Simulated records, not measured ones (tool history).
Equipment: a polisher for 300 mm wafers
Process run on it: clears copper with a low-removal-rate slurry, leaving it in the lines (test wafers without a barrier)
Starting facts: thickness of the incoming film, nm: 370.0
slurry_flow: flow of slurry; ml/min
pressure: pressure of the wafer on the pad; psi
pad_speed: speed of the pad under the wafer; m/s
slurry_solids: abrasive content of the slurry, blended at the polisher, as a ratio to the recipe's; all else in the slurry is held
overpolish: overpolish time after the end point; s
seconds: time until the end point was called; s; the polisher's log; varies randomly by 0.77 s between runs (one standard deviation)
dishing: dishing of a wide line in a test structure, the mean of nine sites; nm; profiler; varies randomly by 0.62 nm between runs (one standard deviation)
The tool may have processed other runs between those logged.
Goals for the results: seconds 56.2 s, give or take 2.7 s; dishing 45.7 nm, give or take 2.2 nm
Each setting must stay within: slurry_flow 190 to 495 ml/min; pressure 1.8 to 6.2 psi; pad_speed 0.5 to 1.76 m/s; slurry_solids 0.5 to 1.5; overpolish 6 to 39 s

| run | hour | slurry_flow | pressure | pad_speed | slurry_solids | overpolish | seconds | dishing |
|---|---|---|---|---|---|---|---|---|
| 1 | 0 | 320 | 4 | 1.12 | 1 | 20 | 76.35 | 50.906 |
| 2 | 2.2 | 320 | 4.1 | 1.12 | 1 | 19 | 75.379 | 50.293 |
| 3 | 5.6 | 320 | 4.2 | 1.12 | 1 | 18 | 75.571 | 50.432 |
| 4 | 11.4 | 320 | 4.2 | 1.16 | 1 | 16 | 71.635 | 47.113 |
| 5 | 14.9 | 320 | 5 | 1.16 | 1 | 16 | 63.483 | 50.526 |
| 6 | 15.7 | 320 | 5.1 | 1.16 | 1 | 15 | 62.441 | 48.737 |
| 7 | 18.9 | 320 | 5.2 | 1.16 | 1 | 15 | 61.732 | 49.333 |
| 8 | 20.4 | 320 | 5.6 | 1.18 | 1 | 9 | 59.08 | 36.435 |
| 9 | 28.7 | 320 | 5.6 | 1.18 | 1 | 10 | 59.31 | 39.804 |
| 10 | 35.7 | 320 | 5.7 | 1.18 | 1 | 11 | 57.553 | 42.707 |

Consider the 4 candidate settings below. Which is the only one whose results all fall within their allowed miss of target?
| A | 42.7 | 405 | 5.4 | 1.24 | 1 | 10 | ? | ? |
| B | 42.7 | 255 | 6.1 | 1.18 | 1.05 | 15 | ? | ? |
| C | 42.7 | 350 | 4.6 | 1.22 | 1.05 | 14 | ? | ? |
| D | 42.7 | 350 | 5.6 | 1.22 | 1.1 | 12 | ? | ? |

| move | seconds | dishing |
|---|---|---|
| A | 55.686 | 40.311 |
| B | 55.172 | 52.73 |
| C | 63.112 | 46.049 |
| D | 54.576 | 46.196 |
A: moves away from the targets compared with the last run
B: the result that was furthest off in the last run now lies on the other side of its target
C: the furthest-off result lands on target, but another misses its tolerance
D: every result within its allowed miss
D is the move that brings every result within its allowed miss.
